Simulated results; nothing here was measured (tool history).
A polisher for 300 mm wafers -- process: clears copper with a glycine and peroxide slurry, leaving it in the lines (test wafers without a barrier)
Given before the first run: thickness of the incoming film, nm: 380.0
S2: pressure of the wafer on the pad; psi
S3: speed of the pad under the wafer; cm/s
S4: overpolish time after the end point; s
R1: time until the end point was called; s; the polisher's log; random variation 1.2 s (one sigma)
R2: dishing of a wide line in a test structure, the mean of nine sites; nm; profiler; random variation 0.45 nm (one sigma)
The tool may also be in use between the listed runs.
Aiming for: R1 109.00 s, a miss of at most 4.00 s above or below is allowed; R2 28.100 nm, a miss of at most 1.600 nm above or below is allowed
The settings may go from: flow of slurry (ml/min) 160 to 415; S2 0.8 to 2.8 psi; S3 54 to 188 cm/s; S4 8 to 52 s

run 1 hour=0.0 | flow_of_slurry_(ml/min)=265 S2=1.8 S3=120 S4=26 | R1=102.18 R2=38.476
run 2 hour=8.8 | flow_of_slurry_(ml/min)=265 S2=1.8 S3=108 S4=26 | R1=111.16 R2=38.789
run 3 hour=9.6 | flow_of_slurry_(ml/min)=315 S2=1.8 S3=108 S4=26 | R1=108.57 R2=38.006
run 4 hour=17.8 | flow_of_slurry_(ml/min)=320 S2=1.8 S3=110 S4=21 | R1=107.49 R2=35.207
run 5 hour=19.3 | flow_of_slurry_(ml/min)=325 S2=1.8 S3=112 S4=17 | R1=104.87 R2=33.238
run 6 hour=20.0 | flow_of_slurry_(ml/min)=325 S2=1.8 S3=112 S4=21 | R1=104.91 R2=35.973
run 7 hour=22.0 | flow_of_slurry_(ml/min)=310 S2=1.8 S3=114 S4=17 | R1=106.33 R2=31.908
run 8 hour=23.5 | flow_of_slurry_(ml/min)=305 S2=1.8 S3=114 S4=16 | R1=102.75 R2=31.395
run 9 hour=28.6 | flow_of_slurry_(ml/min)=305 S2=1.6 S3=114 S4=10 | R1=114.04 R2=22.138
run 10 hour=35.9 | flow_of_slurry_(ml/min)=315 S2=1.6 S3=112 S4=11 | R1=113.80 R2=22.621

Exactly one of the 5 candidate moves below puts every result within its allowed miss. Which one?
run A hour=43.2 | flow_of_slurry_(ml/min)=300 S2=2.2 S3=76 S4=15 | R1=? R2=?
run B hour=43.2 | flow_of_slurry_(ml/min)=305 S2=2.2 S3=78 S4=13 | R1=? R2=?
run C hour=43.2 | flow_of_slurry_(ml/min)=295 S2=1.6 S3=122 S4=8 | R1=? R2=?
run D hour=43.2 | flow_of_slurry_(ml/min)=320 S2=1.1 S3=160 S4=12 | R1=? R2=?
run E hour=43.2 | flow_of_slurry_(ml/min)=280 S2=1.7 S3=116 S4=14 | R1=? R2=?

move=A R1=119.70 R2=28.203
move=B R1=117.30 R2=25.863
move=C R1=107.49 R2=18.912
move=D R1=115.45 R2=24.028
move=E R1=107.17 R2=28.378
A: corrects the largest miss of the last run, while another result sits out of spec
B: moves toward the targets from the last run without getting all of them in spec
C: moves away from the targets compared with the last run
D: moves toward the targets from the last run without getting all of them in spec
E: in spec on every target
So the answer is move E, the one that meets all the targets.
